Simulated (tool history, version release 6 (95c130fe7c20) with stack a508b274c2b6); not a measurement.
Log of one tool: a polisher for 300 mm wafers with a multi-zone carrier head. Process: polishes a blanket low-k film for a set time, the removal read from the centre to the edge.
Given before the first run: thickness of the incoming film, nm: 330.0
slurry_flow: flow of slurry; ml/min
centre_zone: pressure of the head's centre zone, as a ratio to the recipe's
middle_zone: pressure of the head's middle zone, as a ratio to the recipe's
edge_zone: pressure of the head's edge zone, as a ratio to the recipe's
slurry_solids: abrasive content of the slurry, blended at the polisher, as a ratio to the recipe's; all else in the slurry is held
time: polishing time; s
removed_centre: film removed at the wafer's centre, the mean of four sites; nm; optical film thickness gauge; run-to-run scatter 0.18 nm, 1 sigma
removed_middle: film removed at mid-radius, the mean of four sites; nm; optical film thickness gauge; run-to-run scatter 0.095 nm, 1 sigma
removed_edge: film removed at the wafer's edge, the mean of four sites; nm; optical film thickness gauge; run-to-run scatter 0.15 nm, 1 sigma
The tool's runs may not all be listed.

Run 1, day 0.000: slurry_flow 205 ml/min, centre_zone 1.00, middle_zone 1.00, edge_zone 1.00, slurry_solids 1.00, time 46 s. Result: removed_centre 16.866 nm, removed_middle 16.655 nm, removed_edge 17.152 nm.
Run 2, day 0.208: slurry_flow 210 ml/min, centre_zone 1.01, middle_zone 1.00, edge_zone 0.97, slurry_solids 0.90, time 45 s. Result: removed_centre 15.177 nm, removed_middle 15.582 nm, removed_edge 15.000 nm.
Run 3, day 0.379: slurry_flow 210 ml/min, centre_zone 1.01, middle_zone 1.00, edge_zone 0.97, slurry_solids 0.90, time 33 s. Result: removed_centre 11.543 nm, removed_middle 11.253 nm, removed_edge 11.317 nm.
Run 4, day 0.675: slurry_flow 170 ml/min, centre_zone 1.01, middle_zone 1.00, edge_zone 0.97, slurry_solids 0.90, time 33 s. Result: removed_centre 10.861 nm, removed_middle 10.961 nm, removed_edge 11.072 nm.
Run 5, day 1.021: slurry_flow 170 ml/min, centre_zone 1.01, middle_zone 1.00, edge_zone 0.97, slurry_solids 1.05, time 33 s. Result: removed_centre 12.019 nm, removed_middle 11.789 nm, removed_edge 12.138 nm.
Run 6, day 1.242: slurry_flow 175 ml/min, centre_zone 1.02, middle_zone 1.00, edge_zone 0.95, slurry_solids 1.05, time 33 s. Result: removed_centre 12.143 nm, removed_middle 12.044 nm, removed_edge 12.278 nm.
Run 7, day 1.471: slurry_flow 180 ml/min, centre_zone 1.04, middle_zone 1.00, edge_zone 0.93, slurry_solids 1.00, time 33 s. Result: removed_centre 12.040 nm, removed_middle 11.660 nm, removed_edge 11.713 nm.

Expected results for the next run?
Run 8, day 1.529: slurry_flow 185 ml/min, centre_zone 1.05, middle_zone 1.01, edge_zone 0.91, slurry_solids 1.00, time 33 s. Result: removed_centre ?, removed_middle ?, removed_edge ?.

removed_centre: 12.134 nm
removed_middle: 11.953 nm
removed_edge: 11.723 nm
